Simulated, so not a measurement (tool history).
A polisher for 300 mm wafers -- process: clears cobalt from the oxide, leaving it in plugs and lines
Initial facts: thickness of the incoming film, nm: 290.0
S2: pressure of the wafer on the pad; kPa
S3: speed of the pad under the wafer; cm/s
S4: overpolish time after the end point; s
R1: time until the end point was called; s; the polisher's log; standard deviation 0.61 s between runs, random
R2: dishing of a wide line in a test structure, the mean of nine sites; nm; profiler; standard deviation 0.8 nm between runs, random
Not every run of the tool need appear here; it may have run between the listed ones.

Run 1, hour 0: flow of slurry (ml/min) 165, S2 15.2 kPa, S3 78 cm/s, S4 27 s. Result: R1 77.326 s, R2 49.173 nm.
Run 2, hour 2.3: flow of slurry (ml/min) 165, S2 16.5 kPa, S3 80 cm/s, S4 26 s. Result: R1 67.712 s, R2 51.33 nm.
Run 3, hour 3: flow of slurry (ml/min) 165, S2 17.9 kPa, S3 80 cm/s, S4 25 s. Result: R1 66.733 s, R2 50.804 nm.
Run 4, hour 11.9: flow of slurry (ml/min) 165, S2 19.3 kPa, S3 84 cm/s, S4 24 s. Result: R1 60.607 s, R2 51.618 nm.
Run 5, hour 17.1: flow of slurry (ml/min) 165, S2 19.3 kPa, S3 84 cm/s, S4 16 s. Result: R1 62.643 s, R2 44 nm.
Run 6, hour 24.2: flow of slurry (ml/min) 165, S2 19.3 kPa, S3 84 cm/s, S4 8 s. Result: R1 60.799 s, R2 28.248 nm.
Run 7, hour 26.6: flow of slurry (ml/min) 165, S2 20 kPa, S3 90 cm/s, S4 10 s. Result: R1 55.489 s, R2 35.91 nm.
Run 8, hour 27.6: flow of slurry (ml/min) 165, S2 20.7 kPa, S3 94 cm/s, S4 11 s. Result: R1 49.254 s, R2 39.72 nm.
Run 9, hour 33.1: flow of slurry (ml/min) 165, S2 21.4 kPa, S3 96 cm/s, S4 12 s. Result: R1 48.36 s, R2 41.241 nm.
Run 10, hour 41.8: flow of slurry (ml/min) 165, S2 21.4 kPa, S3 98 cm/s, S4 13 s. Result: R1 47.735 s, R2 44.456 nm.

What will run 11 give?
Run 11, hour 43.7: flow of slurry (ml/min) 165, S2 24.1 kPa, S3 106 cm/s, S4 24 s. Result: R1 ?, R2 ?.

Run 11 yielded R1 40.991 s, R2 58.321 nm.

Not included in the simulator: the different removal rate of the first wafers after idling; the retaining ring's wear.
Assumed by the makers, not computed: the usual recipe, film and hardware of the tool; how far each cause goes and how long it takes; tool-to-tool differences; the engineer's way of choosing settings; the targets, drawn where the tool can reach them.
